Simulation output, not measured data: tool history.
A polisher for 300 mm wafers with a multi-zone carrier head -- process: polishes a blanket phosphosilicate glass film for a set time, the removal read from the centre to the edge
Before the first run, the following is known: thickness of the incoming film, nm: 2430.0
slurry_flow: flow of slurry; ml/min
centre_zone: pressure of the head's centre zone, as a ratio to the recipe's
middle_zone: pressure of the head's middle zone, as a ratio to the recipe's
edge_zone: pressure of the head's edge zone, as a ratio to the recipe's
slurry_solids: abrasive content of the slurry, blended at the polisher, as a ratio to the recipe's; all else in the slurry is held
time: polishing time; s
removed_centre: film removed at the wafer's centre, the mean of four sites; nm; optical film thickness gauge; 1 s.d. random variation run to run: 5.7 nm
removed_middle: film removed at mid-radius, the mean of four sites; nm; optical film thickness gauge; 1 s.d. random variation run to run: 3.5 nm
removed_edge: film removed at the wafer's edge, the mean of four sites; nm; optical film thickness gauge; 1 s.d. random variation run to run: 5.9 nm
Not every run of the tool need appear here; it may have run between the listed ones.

Run 1, hour 0.0: slurry_flow 285 ml/min, centre_zone 1.00, middle_zone 1.00, edge_zone 1.00, slurry_solids 1.00, time 74 s. Result: removed_centre 504.83 nm, removed_middle 488.81 nm, removed_edge 489.74 nm.
Run 2, hour 9.0: slurry_flow 285 ml/min, centre_zone 1.00, middle_zone 1.00, edge_zone 1.00, slurry_solids 1.00, time 64 s. Result: removed_centre 436.64 nm, removed_middle 417.96 nm, removed_edge 424.79 nm.
Run 3, hour 17.9: slurry_flow 285 ml/min, centre_zone 1.00, middle_zone 0.99, edge_zone 1.00, slurry_solids 1.00, time 64 s. Result: removed_centre 429.61 nm, removed_middle 417.79 nm, removed_edge 411.11 nm.
Run 4, hour 20.4: slurry_flow 285 ml/min, centre_zone 1.00, middle_zone 0.99, edge_zone 1.00, slurry_solids 1.00, time 53 s. Result: removed_centre 360.38 nm, removed_middle 346.76 nm, removed_edge 355.71 nm.
Run 5, hour 23.6: slurry_flow 285 ml/min, centre_zone 1.00, middle_zone 0.99, edge_zone 1.00, slurry_solids 1.00, time 63 s. Result: removed_centre 422.64 nm, removed_middle 400.80 nm, removed_edge 421.05 nm.
Run 6, hour 30.5: slurry_flow 285 ml/min, centre_zone 1.00, middle_zone 0.99, edge_zone 1.00, slurry_solids 1.00, time 69 s. Result: removed_centre 457.41 nm, removed_middle 437.09 nm, removed_edge 453.05 nm.
Run 7, hour 37.6: slurry_flow 285 ml/min, centre_zone 1.00, middle_zone 0.99, edge_zone 1.00, slurry_solids 1.00, time 69 s. Result: removed_centre 456.75 nm, removed_middle 446.57 nm, removed_edge 448.48 nm.
Run 8, hour 42.1: slurry_flow 285 ml/min, centre_zone 1.00, middle_zone 0.97, edge_zone 0.99, slurry_solids 1.00, time 69 s. Result: removed_centre 464.75 nm, removed_middle 444.78 nm, removed_edge 451.24 nm.

Predict the results of run 9:
Run 9, hour 48.9: slurry_flow 285 ml/min, centre_zone 1.00, middle_zone 0.96, edge_zone 0.99, slurry_solids 0.95, time 69 s. Result: removed_centre ?, removed_middle ?, removed_edge ?.

{"run 9": {"removed_centre": 452.08, "removed_middle": 428.79, "removed_edge": 431.31}}

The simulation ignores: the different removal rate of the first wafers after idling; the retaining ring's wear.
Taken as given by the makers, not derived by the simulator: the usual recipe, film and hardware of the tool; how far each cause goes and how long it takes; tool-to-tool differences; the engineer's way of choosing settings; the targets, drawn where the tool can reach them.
